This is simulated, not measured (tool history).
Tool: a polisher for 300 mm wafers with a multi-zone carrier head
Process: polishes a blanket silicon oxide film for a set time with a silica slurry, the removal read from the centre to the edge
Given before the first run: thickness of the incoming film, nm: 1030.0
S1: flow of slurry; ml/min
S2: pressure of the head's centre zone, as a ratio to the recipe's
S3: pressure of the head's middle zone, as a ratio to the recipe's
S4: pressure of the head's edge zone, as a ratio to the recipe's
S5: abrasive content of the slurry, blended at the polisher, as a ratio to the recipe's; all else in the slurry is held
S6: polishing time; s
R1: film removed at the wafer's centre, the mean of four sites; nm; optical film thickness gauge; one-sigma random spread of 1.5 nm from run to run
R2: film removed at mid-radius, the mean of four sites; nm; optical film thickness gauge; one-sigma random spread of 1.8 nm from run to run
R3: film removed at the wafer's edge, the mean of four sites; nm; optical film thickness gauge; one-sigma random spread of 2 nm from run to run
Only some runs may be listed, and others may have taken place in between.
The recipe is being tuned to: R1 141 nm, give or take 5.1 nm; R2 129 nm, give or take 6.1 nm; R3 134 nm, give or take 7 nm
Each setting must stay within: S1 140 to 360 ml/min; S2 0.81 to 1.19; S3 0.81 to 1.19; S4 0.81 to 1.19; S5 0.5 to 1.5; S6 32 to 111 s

run 1 day=0 | S1=230 S2=1 S3=1 S4=1 S5=1 S6=71 | R1=175.31 R2=186.38 R3=187.7
run 2 day=0.333 | S1=260 S2=1 S3=1 S4=1 S5=1 S6=71 | R1=183.18 R2=189.23 R3=197.96
run 3 day=0.358 | S1=250 S2=1.01 S3=0.98 S4=0.98 S5=0.95 S6=71 | R1=176.52 R2=175.48 R3=183.33
run 4 day=0.488 | S1=275 S2=1.01 S3=0.98 S4=0.98 S5=0.95 S6=71 | R1=181.65 R2=180.46 R3=186.24
run 5 day=0.579 | S1=265 S2=1 S3=0.96 S4=0.96 S5=0.9 S6=71 | R1=169.28 R2=171.35 R3=178.17
run 6 day=0.679 | S1=265 S2=1 S3=0.96 S4=0.96 S5=0.95 S6=71 | R1=178.38 R2=181.09 R3=186.82
run 7 day=0.962 | S1=265 S2=1 S3=0.96 S4=0.96 S5=0.95 S6=71 | R1=174.31 R2=177.85 R3=185.08
run 8 day=1.121 | S1=255 S2=1.01 S3=0.95 S4=0.95 S5=0.9 S6=71 | R1=171.68 R2=167.42 R3=178.87
run 9 day=1.4 | S1=255 S2=1.02 S3=0.96 S4=0.93 S5=0.85 S6=71 | R1=166.04 R2=164.49 R3=166.69
run 10 day=1.583 | S1=245 S2=1.02 S3=0.95 S4=0.92 S5=0.8 S6=71 | R1=157.47 R2=150.36 R3=152.4
run 11 day=1.875 | S1=180 S2=0.99 S3=0.9 S4=0.89 S5=0.8 S6=71 | R1=136.41 R2=140.37 R3=149.13
run 12 day=1.971 | S1=180 S2=1 S3=0.9 S4=0.88 S5=0.8 S6=71 | R1=141.83 R2=134.18 R3=145.1
run 13 day=2.196 | S1=180 S2=1 S3=0.9 S4=0.87 S5=0.8 S6=71 | R1=139.68 R2=136.25 R3=145.5
run 14 day=2.525 | S1=180 S2=1.01 S3=0.9 S4=0.86 S5=0.8 S6=71 | R1=142.81 R2=137.83 R3=144.75
run 15 day=2.583 | S1=180 S2=1.01 S3=0.9 S4=0.85 S5=0.8 S6=71 | R1=139.16 R2=136.04 R3=141.33
run 16 day=2.954 | S1=180 S2=1.02 S3=0.9 S4=0.85 S5=0.8 S6=71 | R1=143.23 R2=137.47 R3=137.98
run 17 day=3.129 | S1=180 S2=1.02 S3=0.89 S4=0.85 S5=0.8 S6=71 | R1=141.94 R2=137.35 R3=144.87
-- day=3.208 slurry nozzle cleaned
run 18 day=3.208 | S1=180 S2=1.03 S3=0.89 S4=0.85 S5=0.8 S6=71 | R1=164.09 R2=156.9 R3=154.82
run 19 day=3.554 | S1=190 S2=1.03 S3=0.89 S4=0.84 S5=0.8 S6=71 | R1=165.23 R2=153.77 R3=150.19
run 20 day=3.704 | S1=185 S2=1.03 S3=0.89 S4=0.84 S5=0.8 S6=71 | R1=164.59 R2=148.25 R3=156.3
run 21 day=3.862 | S1=180 S2=1.03 S3=0.89 S4=0.84 S5=0.8 S6=71 | R1=160.67 R2=155.64 R3=154.99
run 22 day=3.912 | S1=205 S2=1.04 S3=0.85 S4=0.84 S5=0.55 S6=69 | R1=100.23 R2=90.1 R3=92.328
run 23 day=4.046 | S1=195 S2=1.05 S3=0.87 S4=0.86 S5=0.55 S6=69 | R1=100.81 R2=90.14 R3=91.517

Pick the move, out of 4, that brings all results within their allowed miss; only one does.
run A day=4.179 | S1=160 S2=1.06 S3=0.88 S4=0.86 S5=0.6 S6=86 | R1=? R2=? R3=?
run B day=4.179 | S1=155 S2=1.11 S3=0.81 S4=0.85 S5=0.5 S6=51 | R1=? R2=? R3=?
run C day=4.179 | S1=215 S2=1.03 S3=0.87 S4=0.81 S5=0.65 S6=67 | R1=? R2=? R3=?
run D day=4.179 | S1=265 S2=0.99 S3=1.07 S4=0.81 S5=0.6 S6=78 | R1=? R2=? R3=?

move=A R1=142.15 R2=124.08 R3=129.66
move=B R1=62.319 R2=49.876 R3=54.187
move=C R1=127.83 R2=113.47 R3=114.49
move=D R1=131.86 R2=135.48 R3=121.37
A: in spec on every target
B: further off than the last run
C: gains on the last run, yet a result remains outside its allowed miss
D: gains on the last run, yet a result remains outside its allowed miss
Move A is the one to make.

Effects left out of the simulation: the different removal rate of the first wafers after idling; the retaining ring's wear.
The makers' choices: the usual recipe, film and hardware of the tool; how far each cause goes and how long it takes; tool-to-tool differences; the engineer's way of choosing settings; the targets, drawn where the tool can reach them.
